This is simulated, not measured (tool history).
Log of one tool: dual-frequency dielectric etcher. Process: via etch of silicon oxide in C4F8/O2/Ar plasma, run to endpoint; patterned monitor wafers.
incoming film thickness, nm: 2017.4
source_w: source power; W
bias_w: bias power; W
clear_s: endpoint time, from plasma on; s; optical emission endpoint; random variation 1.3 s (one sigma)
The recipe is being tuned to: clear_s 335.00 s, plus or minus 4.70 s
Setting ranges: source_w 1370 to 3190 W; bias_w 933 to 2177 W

run	day	source_w	bias_w	clear_s
1	0.000	2280	1555	379.26
2	0.338	2630	1555	363.32
3	0.562	2470	1555	369.81
4	0.625	2540	1564	365.58
5	0.967	2540	1707	355.44
6	1.075	2580	1711	352.73
7	1.262	2620	1714	351.24
8	1.404	2650	1717	349.56
9	1.662	2680	1720	349.05
10	1.917	2710	1724	346.71
11	2.038	2730	1727	346.36
12	2.208	2760	1730	343.49
13	2.450	2780	1732	343.96
14	2.588	2780	1732	344.94
15	2.904	2800	1735	340.25
16	3.162	2810	1736	342.16

Below are 5 possible settings for the next run. Only one of them brings all results inside the allowed miss of their targets. Which is it?
A	3.421	2860	1632	?
B	3.421	2750	1959	?
C	3.421	2790	1682	?
D	3.421	2630	1712	?
E	3.421	2360	1944	?

move	clear_s
A	345.24
B	333.34
C	345.59
D	351.36
E	352.67
A: further off than the last run
B: each result inside its tolerance
C: further off than the last run
D: further off than the last run
E: further off than the last run
Correct choice: B, which meets every target
